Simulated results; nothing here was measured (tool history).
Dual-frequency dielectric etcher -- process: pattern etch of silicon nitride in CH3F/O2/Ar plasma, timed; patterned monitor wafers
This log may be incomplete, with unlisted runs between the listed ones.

| run | day | source power (W) | bias power (W) | etch time (s) | mean etch depth across the wafer (nm) |
|---|---|---|---|---|---|
| 1 | 0 | 470 | 57 | 32 | 23.637 |
| 2 | 0.283 | 500 | 57 | 32 | 24.08 |
| 3 | 0.633 | 500 | 57 | 29.5 | 22.202 |
| 4 | 0.988 | 500 | 57 | 29.5 | 22.265 |
| 5 | 1.208 | 530 | 62 | 29.5 | 23.31 |
| 6 | 1.308 | 530 | 57 | 29.5 | 22.567 |

Run 7 has not been measured yet. What should we expect?
| 7 | 1.362 | 630 | 68 | 30 | ? |

Run 7 measured mean etch depth across the wafer (nm) 25.921.
